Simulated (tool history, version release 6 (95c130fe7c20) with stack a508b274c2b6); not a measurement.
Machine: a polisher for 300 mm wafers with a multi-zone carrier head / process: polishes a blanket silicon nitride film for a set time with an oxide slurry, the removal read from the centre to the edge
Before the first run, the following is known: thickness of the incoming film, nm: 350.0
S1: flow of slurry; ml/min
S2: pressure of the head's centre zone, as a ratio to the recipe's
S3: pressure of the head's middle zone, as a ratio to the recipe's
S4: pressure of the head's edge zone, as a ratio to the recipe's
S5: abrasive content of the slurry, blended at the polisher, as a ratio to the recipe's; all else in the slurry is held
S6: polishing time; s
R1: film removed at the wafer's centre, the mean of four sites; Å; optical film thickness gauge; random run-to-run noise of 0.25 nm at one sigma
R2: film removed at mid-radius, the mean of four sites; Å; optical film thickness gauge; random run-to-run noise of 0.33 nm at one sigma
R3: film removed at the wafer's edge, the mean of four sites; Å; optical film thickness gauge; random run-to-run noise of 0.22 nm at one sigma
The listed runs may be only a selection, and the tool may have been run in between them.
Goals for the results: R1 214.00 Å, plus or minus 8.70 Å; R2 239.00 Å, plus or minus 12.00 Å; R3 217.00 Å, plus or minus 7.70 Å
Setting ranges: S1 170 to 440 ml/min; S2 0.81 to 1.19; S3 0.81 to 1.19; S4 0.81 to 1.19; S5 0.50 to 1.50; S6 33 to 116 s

| run | hour | S1 | S2 | S3 | S4 | S5 | S6 | R1 | R2 | R3 |
|---|---|---|---|---|---|---|---|---|---|---|
| 1 | 0.0 | 280 | 1.00 | 1.00 | 1.00 | 1.00 | 74 | 338.30 | 338.93 | 340.53 |
| 2 | 1.8 | 280 | 1.00 | 1.00 | 1.00 | 1.15 | 74 | 350.11 | 358.97 | 358.46 |
| 3 | 2.7 | 280 | 1.00 | 1.00 | 1.00 | 1.35 | 74 | 369.86 | 374.18 | 370.94 |
| 4 | 10.1 | 280 | 0.99 | 1.01 | 0.97 | 1.15 | 69 | 328.90 | 333.70 | 319.77 |
| 5 | 16.4 | 280 | 0.99 | 1.01 | 0.97 | 1.15 | 82 | 386.86 | 407.47 | 385.14 |
| 6 | 22.2 | 275 | 0.96 | 1.00 | 0.94 | 1.00 | 77 | 337.05 | 355.52 | 344.12 |
| 7 | 28.2 | 275 | 0.95 | 1.01 | 0.92 | 0.90 | 72 | 301.56 | 327.38 | 312.21 |
| 8 | 34.0 | 275 | 0.95 | 1.02 | 0.90 | 0.80 | 68 | 274.31 | 305.73 | 282.43 |
| 9 | 42.0 | 275 | 0.95 | 1.02 | 0.89 | 0.75 | 65 | 261.94 | 282.80 | 259.65 |
| 10 | 46.5 | 275 | 0.94 | 1.02 | 0.88 | 0.70 | 64 | 248.90 | 279.22 | 253.53 |
| 11 | 48.4 | 265 | 0.96 | 0.99 | 0.84 | 0.50 | 58 | 208.82 | 221.52 | 205.87 |
| 12 | 54.2 | 270 | 0.96 | 1.00 | 0.85 | 0.50 | 58 | 208.92 | 225.56 | 208.71 |

Exactly one of the 5 candidate moves below puts every result within its allowed miss. Which one?
| A | 60.0 | 305 | 0.97 | 1.14 | 0.81 | 0.50 | 55 | ? | ? | ? |
| B | 60.0 | 285 | 0.98 | 0.98 | 0.88 | 0.50 | 55 | ? | ? | ? |
| C | 60.0 | 240 | 0.96 | 1.07 | 0.92 | 0.55 | 58 | ? | ? | ? |
| D | 60.0 | 195 | 0.96 | 0.92 | 0.93 | 0.75 | 55 | ? | ? | ? |
| E | 60.0 | 300 | 0.94 | 1.11 | 0.81 | 0.60 | 55 | ? | ? | ? |

| move | R1 | R2 | R3 |
|---|---|---|---|
| A | 205.86 | 241.17 | 191.29 |
| B | 206.14 | 213.50 | 197.75 |
| C | 212.87 | 240.86 | 214.00 |
| D | 210.48 | 213.76 | 215.75 |
| E | 207.96 | 246.49 | 199.67 |
A: the worst result of the last run now meets its target, but another is out of spec
B: its largest miss is bigger than the last run's
C: in spec on every target
D: its largest miss is bigger than the last run's
E: the worst result of the last run now meets its target, but another is out of spec
Answer: C
